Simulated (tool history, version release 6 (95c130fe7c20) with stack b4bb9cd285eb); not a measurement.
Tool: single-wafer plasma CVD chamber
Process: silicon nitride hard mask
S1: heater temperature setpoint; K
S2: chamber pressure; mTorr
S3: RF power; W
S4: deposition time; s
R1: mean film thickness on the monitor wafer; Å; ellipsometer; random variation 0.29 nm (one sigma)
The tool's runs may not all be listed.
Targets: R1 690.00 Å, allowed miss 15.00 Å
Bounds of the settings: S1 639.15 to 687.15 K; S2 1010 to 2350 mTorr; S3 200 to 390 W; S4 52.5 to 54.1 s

run,hour,S1,S2,S3,S4,R1
1,0.0,663.15,1680,295,52.5,583.12
2,1.4,663.15,1850,295,52.5,596.41
3,6.7,663.15,1880,300,52.5,612.61
4,8.3,663.15,1920,300,52.5,614.27
5,8.9,663.15,1950,305,52.5,623.87
6,13.6,663.15,1950,305,54.1,643.14
7,19.2,663.15,1980,305,54.1,645.05
8,23.9,663.15,2000,305,54.1,649.53
9,25.6,663.15,2020,305,54.1,648.88

5 next moves are on the table. One of them brings every result within its allowed miss. Which?
A,27.3,664.15,1980,285,54.1,?
B,27.3,669.15,1820,315,53.2,?
C,27.3,665.15,1780,310,52.5,?
D,27.3,664.15,2070,325,54.1,?
E,27.3,667.15,1740,300,52.5,?

move,R1
A,608.95
B,635.58
C,616.67
D,686.28
E,596.23
A: further off than the last run
B: further off than the last run
C: further off than the last run
D: meets every target
E: further off than the last run
Answer: D
